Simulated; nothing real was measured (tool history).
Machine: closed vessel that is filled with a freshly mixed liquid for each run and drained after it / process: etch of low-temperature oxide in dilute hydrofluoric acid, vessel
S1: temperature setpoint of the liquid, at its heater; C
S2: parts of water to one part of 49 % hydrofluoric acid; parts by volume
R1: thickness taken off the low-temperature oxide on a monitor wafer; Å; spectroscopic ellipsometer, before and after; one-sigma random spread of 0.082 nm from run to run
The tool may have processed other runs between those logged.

Run 1, hour 0.0: S1 23.0 C, S2 210 parts by volume, time in the liquid (s) 230. Result: R1 196.74 Å.
Run 2, hour 3.4: S1 23.0 C, S2 210 parts by volume, time in the liquid (s) 245. Result: R1 210.37 Å.
Run 3, hour 6.2: S1 23.0 C, S2 250 parts by volume, time in the liquid (s) 245. Result: R1 169.09 Å.
Run 4, hour 9.8: S1 19.5 C, S2 250 parts by volume, time in the liquid (s) 245. Result: R1 148.95 Å.
Run 5, hour 11.6: S1 17.0 C, S2 250 parts by volume, time in the liquid (s) 245. Result: R1 135.08 Å.
Run 6, hour 19.1: S1 17.0 C, S2 290 parts by volume, time in the liquid (s) 245. Result: R1 111.66 Å.
Run 7, hour 28.3: S1 21.0 C, S2 285 parts by volume, time in the liquid (s) 245. Result: R1 133.48 Å.
Run 8, hour 31.8: S1 22.0 C, S2 285 parts by volume, time in the liquid (s) 245. Result: R1 138.22 Å.
Run 9, hour 34.2: S1 23.0 C, S2 285 parts by volume, time in the liquid (s) 245. Result: R1 143.48 Å.
Run 10, hour 42.1: S1 23.5 C, S2 285 parts by volume, time in the liquid (s) 245. Result: R1 145.53 Å.
Run 11, hour 46.8: S1 24.0 C, S2 285 parts by volume, time in the liquid (s) 245. Result: R1 147.64 Å.

Run 12 comes next. What will it give?
Run 12, hour 55.5: S1 24.5 C, S2 285 parts by volume, time in the liquid (s) 245. Result: R1 ?.

Logged for run 12: R1 151.35 Å.
